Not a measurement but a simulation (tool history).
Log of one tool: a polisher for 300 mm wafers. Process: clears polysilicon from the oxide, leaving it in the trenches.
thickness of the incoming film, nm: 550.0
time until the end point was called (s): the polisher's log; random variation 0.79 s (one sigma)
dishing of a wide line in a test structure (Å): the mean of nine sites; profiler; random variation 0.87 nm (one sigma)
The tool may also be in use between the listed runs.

run  hour  flow of slurry (ml/min)  pressure of the wafer on the pad (psi)  speed of the pad under the wafer (cm/s)  overpolish time after the end point (s)  time until the end point was called (s)  dishing of a wide line in a test structure (Å)
  1   0.0                      295                                     2.3                                      106                                       29                                   48.020                                          499.88
  2   3.5                      295                                     2.3                                      118                                       29                                   43.745                                          485.82
  3   7.7                      300                                     2.0                                      116                                       31                                   51.245                                          499.03
  4  10.9                      300                                     2.0                                       92                                       31                                   65.002                                          504.13
  5  12.0                      295                                     1.9                                       92                                       28                                   67.022                                          513.77
  6  13.9                      295                                     1.3                                       92                                       28                                   95.262                                          494.33
  7  21.7                      295                                     1.4                                       92                                       27                                   88.789                                          482.93

The next listed run, before its measurement:
  8  29.3                      295                                     1.5                                       92                                       28                                        ?                                               ?

Run 8 gave time until the end point was called (s) 84.529, dishing of a wide line in a test structure (Å) 500.35.
